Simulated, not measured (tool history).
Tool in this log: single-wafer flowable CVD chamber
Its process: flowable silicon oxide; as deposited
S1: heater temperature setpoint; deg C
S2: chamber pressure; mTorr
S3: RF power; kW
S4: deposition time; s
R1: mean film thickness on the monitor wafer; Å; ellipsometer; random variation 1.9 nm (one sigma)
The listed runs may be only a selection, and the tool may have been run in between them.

run 1 hour=0 | S1=100 S2=927 S3=1.82 S4=762 | R1=4885.6
run 2 hour=5.9 | S1=95 S2=928 S3=1.82 S4=762 | R1=5849.6
run 3 hour=6.8 | S1=92 S2=929 S3=1.82 S4=762 | R1=6474.6
run 4 hour=9.7 | S1=96 S2=929 S3=1.82 S4=762 | R1=5639.4
run 5 hour=14.4 | S1=96 S2=929 S3=1.725 S4=762 | R1=5520.9
run 6 hour=15.8 | S1=102 S2=929 S3=1.725 S4=762 | R1=4473.5
run 7 hour=24.8 | S1=96 S2=930 S3=1.725 S4=762 | R1=5510.1

Run 8, settings as shown, results not yet in. Your forecast:
run 8 hour=26.8 | S1=92 S2=931 S3=1.725 S4=762 | R1=?

R1: 6376 Å
